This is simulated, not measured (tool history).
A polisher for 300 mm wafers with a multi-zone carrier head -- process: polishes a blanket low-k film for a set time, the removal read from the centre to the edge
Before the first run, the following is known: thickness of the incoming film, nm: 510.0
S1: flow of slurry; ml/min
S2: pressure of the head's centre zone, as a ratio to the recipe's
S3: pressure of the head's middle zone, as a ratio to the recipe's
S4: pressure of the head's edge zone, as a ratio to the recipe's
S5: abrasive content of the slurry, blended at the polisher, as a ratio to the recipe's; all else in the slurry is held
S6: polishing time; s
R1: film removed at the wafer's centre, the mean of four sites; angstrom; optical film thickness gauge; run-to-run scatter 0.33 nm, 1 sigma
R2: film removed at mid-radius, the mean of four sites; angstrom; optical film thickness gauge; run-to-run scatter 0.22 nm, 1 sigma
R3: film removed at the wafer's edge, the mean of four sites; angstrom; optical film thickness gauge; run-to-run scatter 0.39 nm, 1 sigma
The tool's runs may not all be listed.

{"run": 1, "hour": 0.0, "S1": 305, "S2": 1.0, "S3": 1.0, "S4": 1.0, "S5": 1.0, "S6": 69, "R1": 303.24, "R2": 299.83, "R3": 302.96}
{"run": 2, "hour": 4.5, "S1": 310, "S2": 1.0, "S3": 1.0, "S4": 1.02, "S5": 1.0, "S6": 69, "R1": 305.25, "R2": 301.78, "R3": 307.19}
{"run": 3, "hour": 5.3, "S1": 310, "S2": 1.0, "S3": 1.07, "S4": 1.02, "S5": 1.0, "S6": 69, "R1": 301.73, "R2": 320.38, "R3": 310.79}
{"run": 4, "hour": 10.7, "S1": 315, "S2": 1.0, "S3": 1.07, "S4": 1.04, "S5": 1.0, "S6": 69, "R1": 299.98, "R2": 325.15, "R3": 309.25}
{"run": 5, "hour": 12.4, "S1": 310, "S2": 1.0, "S3": 1.06, "S4": 1.05, "S5": 1.05, "S6": 69, "R1": 313.01, "R2": 324.97, "R3": 323.84}
{"run": 6, "hour": 13.5, "S1": 310, "S2": 1.06, "S3": 1.06, "S4": 1.05, "S5": 1.05, "S6": 69, "R1": 328.07, "R2": 327.78, "R3": 322.03}

Run 7 is up next; what results do you expect?
{"run": 7, "hour": 17.6, "S1": 310, "S2": 1.06, "S3": 1.06, "S4": 1.05, "S5": 1.05, "S6": 69, "R1": "?", "R2": "?", "R3": "?"}

Run 7 measured R1 334.11 angstrom, R2 324.51 angstrom, R3 321.57 angstrom.

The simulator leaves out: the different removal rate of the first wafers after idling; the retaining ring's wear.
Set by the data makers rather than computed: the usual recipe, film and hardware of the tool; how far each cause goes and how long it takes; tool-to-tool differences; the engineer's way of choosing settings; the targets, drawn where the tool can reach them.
